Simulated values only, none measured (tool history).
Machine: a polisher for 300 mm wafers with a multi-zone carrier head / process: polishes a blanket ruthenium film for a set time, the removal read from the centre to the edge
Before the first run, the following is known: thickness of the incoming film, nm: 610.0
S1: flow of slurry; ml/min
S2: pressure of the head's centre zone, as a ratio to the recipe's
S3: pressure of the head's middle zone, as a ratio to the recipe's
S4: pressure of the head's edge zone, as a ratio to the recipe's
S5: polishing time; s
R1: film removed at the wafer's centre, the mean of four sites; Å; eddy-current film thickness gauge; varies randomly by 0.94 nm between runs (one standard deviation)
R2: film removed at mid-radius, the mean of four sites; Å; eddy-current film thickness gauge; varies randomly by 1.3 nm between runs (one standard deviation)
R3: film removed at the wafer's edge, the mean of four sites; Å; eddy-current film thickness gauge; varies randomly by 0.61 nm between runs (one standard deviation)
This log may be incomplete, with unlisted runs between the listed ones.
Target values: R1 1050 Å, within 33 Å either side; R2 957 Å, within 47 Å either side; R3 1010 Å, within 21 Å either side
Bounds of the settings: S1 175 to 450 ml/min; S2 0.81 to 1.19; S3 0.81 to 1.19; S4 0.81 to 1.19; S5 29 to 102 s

Run 1, hour 0: S1 290 ml/min, S2 1, S3 1, S4 1, S5 65 s. Result: R1 749.08 Å, R2 773.9 Å, R3 797.23 Å.
Run 2, hour 1.3: S1 290 ml/min, S2 1, S3 1, S4 1, S5 74 s. Result: R1 884.64 Å, R2 876.86 Å, R3 908.48 Å.
Run 3, hour 8.8: S1 290 ml/min, S2 1, S3 1, S4 1, S5 86 s. Result: R1 1013.6 Å, R2 1017.6 Å, R3 1052.9 Å.
Run 4, hour 16.3: S1 290 ml/min, S2 1.01, S3 0.99, S4 0.99, S5 86 s. Result: R1 1028 Å, R2 1028.7 Å, R3 1041.9 Å.
Run 5, hour 18.8: S1 290 ml/min, S2 1.01, S3 0.99, S4 0.99, S5 93 s. Result: R1 1115.1 Å, R2 1090.1 Å, R3 1121.2 Å.
Run 6, hour 20.3: S1 290 ml/min, S2 1.01, S3 0.99, S4 0.96, S5 93 s. Result: R1 1120.3 Å, R2 1114.4 Å, R3 1106.8 Å.
Run 7, hour 22.2: S1 285 ml/min, S2 1.01, S3 0.97, S4 0.95, S5 93 s. Result: R1 1101.8 Å, R2 1104.7 Å, R3 1100 Å.
Run 8, hour 26.7: S1 280 ml/min, S2 1.02, S3 0.95, S4 0.94, S5 92 s. Result: R1 1114.8 Å, R2 1044.3 Å, R3 1092.6 Å.
Run 9, hour 29.3: S1 255 ml/min, S2 0.98, S3 0.92, S4 0.84, S5 89 s. Result: R1 1025.2 Å, R2 997.07 Å, R3 1001 Å.
Run 10, hour 38: S1 255 ml/min, S2 0.98, S3 0.91, S4 0.84, S5 89 s. Result: R1 1000.8 Å, R2 966.01 Å, R3 986.64 Å.

Of the 4 settings listed for the next run, only one would bring every result within its allowed miss of target. Which one?
Run A, hour 46.7: S1 285 ml/min, S2 0.98, S3 0.86, S4 0.81, S5 91 s. Result: R1 ?, R2 ?, R3 ?.
Run B, hour 46.7: S1 330 ml/min, S2 0.98, S3 0.91, S4 0.9, S5 84 s. Result: R1 ?, R2 ?, R3 ?.
Run C, hour 46.7: S1 270 ml/min, S2 0.99, S3 0.94, S4 0.85, S5 86 s. Result: R1 ?, R2 ?, R3 ?.
Run D, hour 46.7: S1 225 ml/min, S2 0.99, S3 0.94, S4 0.81, S5 90 s. Result: R1 ?, R2 ?, R3 ?.

move      R1      R2      R3
   A  1052.9  950.74  1000.5
   B  988.69  933.57  978.72
   C  998.51  961.15  960.18
   D  1016.9  981.56  965.78
A: hits every target within its allowed miss
B: its largest miss is bigger than the last run's
C: its largest miss is bigger than the last run's
D: its largest miss is bigger than the last run's
Correct choice: A, which meets every target

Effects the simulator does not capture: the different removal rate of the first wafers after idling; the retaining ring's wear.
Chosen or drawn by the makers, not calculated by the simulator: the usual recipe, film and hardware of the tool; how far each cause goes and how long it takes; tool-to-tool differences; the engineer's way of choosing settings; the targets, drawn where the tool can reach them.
